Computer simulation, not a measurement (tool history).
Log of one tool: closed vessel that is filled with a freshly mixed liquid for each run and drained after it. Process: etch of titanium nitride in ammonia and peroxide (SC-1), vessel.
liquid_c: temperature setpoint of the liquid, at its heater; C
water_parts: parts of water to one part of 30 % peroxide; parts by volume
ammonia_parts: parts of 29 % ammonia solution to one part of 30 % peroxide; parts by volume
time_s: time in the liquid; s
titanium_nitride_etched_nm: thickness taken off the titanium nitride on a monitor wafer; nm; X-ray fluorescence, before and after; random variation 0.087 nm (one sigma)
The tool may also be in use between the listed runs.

run,day,liquid_c,water_parts,ammonia_parts,time_s,titanium_nitride_etched_nm
1,0,48,12,0.45,1145,26.933
2,0.167,48,14,0.45,1145,24.561
3,0.217,47.5,14,0.45,1145,23.873
4,0.479,47,14,0.45,1145,23.247
5,0.646,47,14,0.45,1235,24.825
6,0.671,49.5,14,0.45,1235,29.475
7,1,48.5,14,0.45,1235,27.655
8,1.304,47.5,14,0.45,1235,25.729
9,1.604,46.5,14,0.45,1235,23.841
10,1.783,46,14,0.45,1235,23.127
11,1.838,45.5,14,0.45,1235,22.353

Forecast run 12:
12,2.075,45,14,0.45,1235,?

titanium_nitride_etched_nm: 21.489 nm

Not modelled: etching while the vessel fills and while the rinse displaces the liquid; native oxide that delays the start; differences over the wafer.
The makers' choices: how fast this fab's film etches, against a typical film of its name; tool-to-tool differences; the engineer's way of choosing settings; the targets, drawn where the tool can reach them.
